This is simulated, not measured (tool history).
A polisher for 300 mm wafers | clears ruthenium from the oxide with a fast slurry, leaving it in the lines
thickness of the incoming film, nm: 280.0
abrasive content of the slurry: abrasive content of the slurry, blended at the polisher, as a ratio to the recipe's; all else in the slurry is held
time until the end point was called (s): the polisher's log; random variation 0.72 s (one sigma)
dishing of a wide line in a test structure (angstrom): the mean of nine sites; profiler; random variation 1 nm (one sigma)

run	hour	flow of slurry (ml/min)	pressure of the wafer on the pad (kPa)	speed of the pad under the wafer (m/s)	abrasive content of the slurry	overpolish time after the end point (s)	time until the end point was called (s)	dishing of a wide line in a test structure (angstrom)
1	0	230	15.2	1.04	1	21	69.323	576.19
2	7.1	230	15.9	1.04	1	19	67.802	564.27
3	11	230	15.9	1.04	0.9	19	69.802	540.46
4	17.3	230	15.9	1.04	0.9	10	69.174	310.82
5	19.1	230	15.9	0.82	0.9	10	85.785	272.73
6	26.8	230	17.2	0.84	0.9	10	77.627	284.93
7	33.5	230	17.9	0.86	0.9	11	72.484	331.03
8	35.9	230	18.6	0.88	0.9	11	69.804	341
9	43.7	230	19.3	0.9	0.9	11	65.121	346.75
10	46.2	230	20	0.92	0.9	11	62.959	365.97
11	51.2	230	20.7	0.94	0.9	11	60.444	387.85

The next listed run, before its measurement:
12	52.5	230	21.4	0.96	0.9	11	?	?

Run 12 gave time until the end point was called (s) 57.434, dishing of a wide line in a test structure (angstrom) 387.51.
